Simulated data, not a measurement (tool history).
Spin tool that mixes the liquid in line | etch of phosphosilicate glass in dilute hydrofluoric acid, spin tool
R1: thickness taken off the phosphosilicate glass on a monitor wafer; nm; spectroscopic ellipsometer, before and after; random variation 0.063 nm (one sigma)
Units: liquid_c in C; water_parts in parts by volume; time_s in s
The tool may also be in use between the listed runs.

run 1 hour=0.0 | liquid_c=21.0 water_parts=195 time_s=20 | R1=4.7433
run 2 hour=7.3 | liquid_c=21.0 water_parts=135 time_s=20 | R1=7.3953
run 3 hour=15.1 | liquid_c=21.0 water_parts=135 time_s=15 | R1=5.4483
run 4 hour=23.7 | liquid_c=22.5 water_parts=125 time_s=15 | R1=6.2757
run 5 hour=30.6 | liquid_c=20.0 water_parts=125 time_s=15 | R1=5.7105
run 6 hour=33.1 | liquid_c=21.5 water_parts=125 time_s=15 | R1=6.0662
run 7 hour=36.1 | liquid_c=23.0 water_parts=115 time_s=15 | R1=7.0631
run 8 hour=41.4 | liquid_c=24.0 water_parts=115 time_s=15 | R1=7.4421

Run 9 comes next. What will it give?
run 9 hour=50.2 | liquid_c=24.5 water_parts=115 time_s=15 | R1=?

Run 9 gave R1 7.4458 nm.
